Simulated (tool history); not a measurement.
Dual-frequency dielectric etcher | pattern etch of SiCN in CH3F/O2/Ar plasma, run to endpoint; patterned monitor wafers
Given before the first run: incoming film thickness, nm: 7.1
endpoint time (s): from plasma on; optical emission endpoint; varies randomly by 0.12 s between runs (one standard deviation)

{"run": 1, "day": 0.0, "source power (kW)": 0.47, "bias power (kW)": 0.064, "endpoint time (s)": 19.396}
{"run": 2, "day": 0.317, "source power (kW)": 0.47, "bias power (kW)": 0.058, "endpoint time (s)": 20.172}
{"run": 3, "day": 0.496, "source power (kW)": 0.53, "bias power (kW)": 0.058, "endpoint time (s)": 19.356}
{"run": 4, "day": 0.554, "source power (kW)": 0.53, "bias power (kW)": 0.064, "endpoint time (s)": 18.521}
{"run": 5, "day": 0.721, "source power (kW)": 0.49, "bias power (kW)": 0.063, "endpoint time (s)": 19.01}
{"run": 6, "day": 0.958, "source power (kW)": 0.53, "bias power (kW)": 0.063, "endpoint time (s)": 18.566}
{"run": 7, "day": 1.192, "source power (kW)": 0.49, "bias power (kW)": 0.062, "endpoint time (s)": 19.225}
{"day": 1.417, "done": "source power generator calibrated"}
{"run": 8, "day": 1.417, "source power (kW)": 0.45, "bias power (kW)": 0.06, "endpoint time (s)": 19.87}
{"run": 9, "day": 1.5, "source power (kW)": 0.45, "bias power (kW)": 0.06, "endpoint time (s)": 19.945}
{"run": 10, "day": 1.571, "source power (kW)": 0.42, "bias power (kW)": 0.058, "endpoint time (s)": 20.944}
{"run": 11, "day": 1.696, "source power (kW)": 0.42, "bias power (kW)": 0.058, "endpoint time (s)": 20.696}
{"run": 12, "day": 2.046, "source power (kW)": 0.4, "bias power (kW)": 0.057, "endpoint time (s)": 21.479}

Forecast run 13:
{"run": 13, "day": 2.242, "source power (kW)": 0.39, "bias power (kW)": 0.057, "endpoint time (s)": "?"}

{"run 13": {"endpoint time (s)": 21.623}}

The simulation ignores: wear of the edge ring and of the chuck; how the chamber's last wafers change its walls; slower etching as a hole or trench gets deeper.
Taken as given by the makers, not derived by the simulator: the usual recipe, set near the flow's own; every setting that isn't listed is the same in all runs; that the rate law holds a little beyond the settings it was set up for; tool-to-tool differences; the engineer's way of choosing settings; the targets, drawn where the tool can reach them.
